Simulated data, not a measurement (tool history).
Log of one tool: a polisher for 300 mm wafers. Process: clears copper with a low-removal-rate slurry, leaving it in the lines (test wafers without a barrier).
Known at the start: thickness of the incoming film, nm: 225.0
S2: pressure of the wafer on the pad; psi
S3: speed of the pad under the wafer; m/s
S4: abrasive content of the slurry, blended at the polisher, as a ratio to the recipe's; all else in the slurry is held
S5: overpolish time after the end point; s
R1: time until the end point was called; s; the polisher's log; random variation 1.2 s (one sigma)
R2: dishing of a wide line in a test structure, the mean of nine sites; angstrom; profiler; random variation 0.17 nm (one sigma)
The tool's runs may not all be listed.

Run 1, hour 0: flow of slurry (ml/min) 155, S2 2 psi, S3 0.86 m/s, S4 1, S5 9 s. Result: R1 122.61 s, R2 125.85 angstrom.
Run 2, hour 4: flow of slurry (ml/min) 155, S2 1.5 psi, S3 0.86 m/s, S4 1, S5 9 s. Result: R1 159.89 s, R2 97.981 angstrom.
Run 3, hour 11.8: flow of slurry (ml/min) 155, S2 1.5 psi, S3 0.86 m/s, S4 1, S5 12 s. Result: R1 163.57 s, R2 129.55 angstrom.
Run 4, hour 18.9: flow of slurry (ml/min) 160, S2 1.7 psi, S3 0.88 m/s, S4 1, S5 9 s. Result: R1 137.53 s, R2 111.34 angstrom.
Run 5, hour 25.8: flow of slurry (ml/min) 190, S2 1.7 psi, S3 0.9 m/s, S4 1, S5 7 s. Result: R1 128.82 s, R2 96.495 angstrom.
Run 6, hour 34.6: flow of slurry (ml/min) 210, S2 1.8 psi, S3 0.92 m/s, S4 1, S5 6 s. Result: R1 116.46 s, R2 92.602 angstrom.

The next listed run, before its measurement:
Run 7, hour 37.1: flow of slurry (ml/min) 220, S2 1.8 psi, S3 0.92 m/s, S4 1, S5 5 s. Result: R1 ?, R2 ?.

{"run 7": {"R1": 115.97, "R2": 78.48}}
